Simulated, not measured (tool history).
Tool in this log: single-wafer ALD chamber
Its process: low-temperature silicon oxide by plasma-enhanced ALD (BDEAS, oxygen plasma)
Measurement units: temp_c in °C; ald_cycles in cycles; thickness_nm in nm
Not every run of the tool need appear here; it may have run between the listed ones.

run	day	temp_c	ald_cycles	thickness_nm
1	0.000	110	42	5.6521
2	0.258	118	42	5.5702
3	0.433	112	45	6.0542
4	0.625	112	42	5.6702
5	0.954	106	44	5.9891
6	1.288	116	44	5.8820
7	1.654	111	46	6.2387

What does the tool deliver on the next run?
8	1.717	106	47	?

Run 8 came out at thickness_nm 6.3910 nm.

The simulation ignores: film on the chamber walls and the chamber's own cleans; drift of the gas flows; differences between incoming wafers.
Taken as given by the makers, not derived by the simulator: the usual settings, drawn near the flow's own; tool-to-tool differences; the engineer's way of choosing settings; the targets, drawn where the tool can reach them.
